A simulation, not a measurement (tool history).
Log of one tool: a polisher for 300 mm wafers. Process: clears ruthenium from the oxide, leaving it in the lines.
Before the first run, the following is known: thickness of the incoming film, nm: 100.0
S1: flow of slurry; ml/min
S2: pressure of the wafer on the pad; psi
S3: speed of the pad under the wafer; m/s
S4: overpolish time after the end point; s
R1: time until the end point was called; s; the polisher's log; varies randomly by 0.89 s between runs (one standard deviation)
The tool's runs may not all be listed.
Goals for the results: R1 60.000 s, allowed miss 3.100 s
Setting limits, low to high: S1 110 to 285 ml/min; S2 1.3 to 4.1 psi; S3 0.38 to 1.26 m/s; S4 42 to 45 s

run 1 hour=0.0 | S1=180 S2=2.7 S3=0.82 S4=42 | R1=97.778
run 2 hour=5.2 | S1=180 S2=2.7 S3=0.82 S4=45 | R1=95.386
run 3 hour=9.0 | S1=180 S2=2.9 S3=0.82 S4=45 | R1=87.918
run 4 hour=10.3 | S1=180 S2=3.1 S3=0.82 S4=45 | R1=85.747
run 5 hour=16.5 | S1=180 S2=3.1 S3=0.96 S4=45 | R1=72.336
run 6 hour=17.3 | S1=180 S2=3.1 S3=0.96 S4=42 | R1=73.145
run 7 hour=25.4 | S1=180 S2=3.2 S3=0.96 S4=42 | R1=68.305
run 8 hour=27.1 | S1=180 S2=3.3 S3=0.96 S4=42 | R1=67.124
run 9 hour=34.1 | S1=180 S2=3.4 S3=0.96 S4=42 | R1=64.916
run 10 hour=39.0 | S1=180 S2=3.5 S3=0.96 S4=42 | R1=63.193

Exercise: of the 4 proposed moves below, exactly one satisfies all targets within the stated allowed misses. Which move is it?
run A hour=43.9 | S1=200 S2=3.4 S3=0.88 S4=45 | R1=?
run B hour=43.9 | S1=140 S2=3.6 S3=0.92 S4=42 | R1=?
run C hour=43.9 | S1=110 S2=3.0 S3=1.18 S4=42 | R1=?
run D hour=43.9 | S1=230 S2=3.6 S3=0.98 S4=42 | R1=?

move=A R1=71.519
move=B R1=68.923
move=C R1=68.514
move=D R1=59.805
A: moves away from the targets compared with the last run
B: moves away from the targets compared with the last run
C: moves away from the targets compared with the last run
D: every result lands within tolerance
The right move is D.

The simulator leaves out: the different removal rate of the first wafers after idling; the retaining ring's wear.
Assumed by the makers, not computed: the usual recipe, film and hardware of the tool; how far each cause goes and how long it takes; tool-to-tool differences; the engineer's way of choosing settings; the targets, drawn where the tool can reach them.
